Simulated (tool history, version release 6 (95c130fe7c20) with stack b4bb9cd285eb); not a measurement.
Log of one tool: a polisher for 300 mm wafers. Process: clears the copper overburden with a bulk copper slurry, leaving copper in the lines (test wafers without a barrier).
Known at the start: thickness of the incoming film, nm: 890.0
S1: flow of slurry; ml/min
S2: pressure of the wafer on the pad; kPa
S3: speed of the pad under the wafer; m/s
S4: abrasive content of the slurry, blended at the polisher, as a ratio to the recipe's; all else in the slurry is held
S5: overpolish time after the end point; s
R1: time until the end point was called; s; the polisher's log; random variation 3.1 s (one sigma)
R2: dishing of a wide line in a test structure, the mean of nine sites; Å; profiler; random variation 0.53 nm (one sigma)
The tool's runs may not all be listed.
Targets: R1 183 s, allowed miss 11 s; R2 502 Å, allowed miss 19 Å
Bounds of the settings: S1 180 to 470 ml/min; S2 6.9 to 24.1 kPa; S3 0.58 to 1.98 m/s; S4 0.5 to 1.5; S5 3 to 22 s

run,hour,S1,S2,S3,S4,S5,R1,R2
1,0,300,15.2,1.28,1,11,114.42,497.8
2,5.4,300,15.2,1.28,1,8,115.77,405.55
3,12.5,330,15.2,1.28,1,8,114.98,405.99
4,17.5,265,15.2,1.28,1,8,118.51,406.32
5,22.8,265,15.2,1.28,1.2,8,114.61,418.62
6,27.6,265,14.5,1.26,1.2,9,120,427.9
7,29.5,265,13.8,1.24,1.2,10,125.13,443.75
8,32.3,265,13.1,1.22,1.2,11,131.59,460.46
9,35.8,265,12.4,1.2,1.2,12,139.83,464.62
10,39.2,265,11.7,1.18,1.2,13,149.54,463.46
11,43.3,265,11,1.16,1.2,14,159.85,463.66
12,46.6,265,11,1.16,1.2,14,152.18,462.18
13,51.2,265,10.3,1.14,1.25,15,164.01,469.32
14,52.8,260,9.7,1.12,1.25,17,175.48,477.59

Which of these 5 next moves meets every target?
A,54.4,220,10.3,1.06,1.1,19,?,?
B,54.4,200,10.3,1.36,1.1,14,?,?
C,54.4,225,9,1.14,1.35,16,?,?
D,54.4,260,12.4,1.04,1.05,16,?,?
E,54.4,185,7.6,1.68,1.5,16,?,?

move,R1,R2
A,181.08,507.71
B,154.81,466.1
C,185.15,446.11
D,156.89,511.08
E,160.21,474.35
A: meets every target
B: further off than the last run
C: further off than the last run
D: brings the result that was furthest off to its target, and leaves another outside
E: further off than the last run
Move A is the one to make.
